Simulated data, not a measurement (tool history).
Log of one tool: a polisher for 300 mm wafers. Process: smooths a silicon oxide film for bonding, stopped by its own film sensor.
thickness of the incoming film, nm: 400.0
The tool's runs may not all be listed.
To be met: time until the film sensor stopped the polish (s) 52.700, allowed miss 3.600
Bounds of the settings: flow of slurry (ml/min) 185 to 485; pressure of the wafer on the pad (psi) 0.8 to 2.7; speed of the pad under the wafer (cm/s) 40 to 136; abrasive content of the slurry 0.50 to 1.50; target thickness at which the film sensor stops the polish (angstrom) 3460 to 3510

run  hour  flow of slurry (ml/min)  pressure of the wafer on the pad (psi)  speed of the pad under the wafer (cm/s)  abrasive content of the slurry  target thickness at which the film sensor stops the polish (angstrom)  time until the film sensor stopped the polish (s)
  1   0.0                      310                                     1.7                                       88                            1.00                                                                   3460                                             70.481
  2   4.4                      310                                     1.7                                       88                            1.00                                                                   3510                                             66.430
  3   6.3                      380                                     1.7                                       88                            1.00                                                                   3510                                             63.394
  4  12.3                      380                                     1.4                                       88                            1.00                                                                   3510                                             76.796
  5  19.4                      380                                     1.4                                      104                            1.00                                                                   3510                                             66.916
  6  24.6                      380                                     1.5                                      104                            1.00                                                                   3510                                             62.291
  7  31.1                      380                                     1.5                                      104                            1.00                                                                   3510                                             63.112
  8  34.1                      380                                     1.6                                      104                            1.00                                                                   3510                                             60.602

Which of these 5 next moves meets every target?
  A  37.1                      345                                     1.7                                      114                            1.00                                                                   3510                                                  ?
  B  37.1                      395                                     1.4                                      108                            0.95                                                                   3510                                                  ?
  C  37.1                      420                                     1.5                                      132                            0.80                                                                   3460                                                  ?
  D  37.1                      400                                     1.7                                       94                            1.10                                                                   3460                                                  ?
  E  37.1                      440                                     1.6                                      102                            1.05                                                                   3500                                                  ?

move  time until the film sensor stopped the polish (s)
   A                                             54.580
   B                                             68.219
   C                                             64.017
   D                                             66.712
   E                                             61.993
A: meets every target
B: further off than the last run
C: further off than the last run
D: further off than the last run
E: further off than the last run
Move A is the one to make.

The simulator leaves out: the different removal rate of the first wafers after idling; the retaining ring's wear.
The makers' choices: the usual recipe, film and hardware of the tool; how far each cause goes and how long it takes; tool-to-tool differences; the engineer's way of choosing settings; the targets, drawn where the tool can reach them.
